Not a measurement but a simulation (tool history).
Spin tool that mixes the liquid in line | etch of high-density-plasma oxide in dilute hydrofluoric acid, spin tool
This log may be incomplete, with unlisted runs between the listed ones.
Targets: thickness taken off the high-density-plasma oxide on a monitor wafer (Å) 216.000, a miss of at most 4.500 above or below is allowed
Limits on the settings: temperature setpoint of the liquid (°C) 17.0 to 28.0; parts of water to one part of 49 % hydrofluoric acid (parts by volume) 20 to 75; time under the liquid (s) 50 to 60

run	hour	temperature setpoint of the liquid (°C)	parts of water to one part of 49 % hydrofluoric acid (parts by volume)	time under the liquid (s)	thickness taken off the high-density-plasma oxide on a monitor wafer (Å)
1	0.0	20.0	45	60	94.644
2	2.2	20.0	45	60	95.831
3	4.0	18.0	45	60	88.205
4	5.5	21.5	45	60	100.790
5	12.6	21.5	35	60	132.540
6	16.9	21.5	45	60	102.610
7	20.3	23.0	40	60	121.520
8	21.3	27.0	25	60	235.140
9	25.9	26.5	25	60	230.340

5 candidate next runs follow, results not yet known. Just one meets every target within its allowed miss. Identify it.
A	30.5	28.0	30	60	?
B	30.5	26.0	25	55	?
C	30.5	25.5	25	55	?
D	30.5	27.0	25	55	?
E	30.5	28.0	25	50	?

move	thickness taken off the high-density-plasma oxide on a monitor wafer (Å)
A	202.910
B	207.130
C	202.880
D	215.860
E	204.440
A: takes the biggest miss from the last run beyond its target
B: takes the biggest miss from the last run beyond its target
C: takes the biggest miss from the last run beyond its target
D: in spec on every target
E: takes the biggest miss from the last run beyond its target
D meets every target.
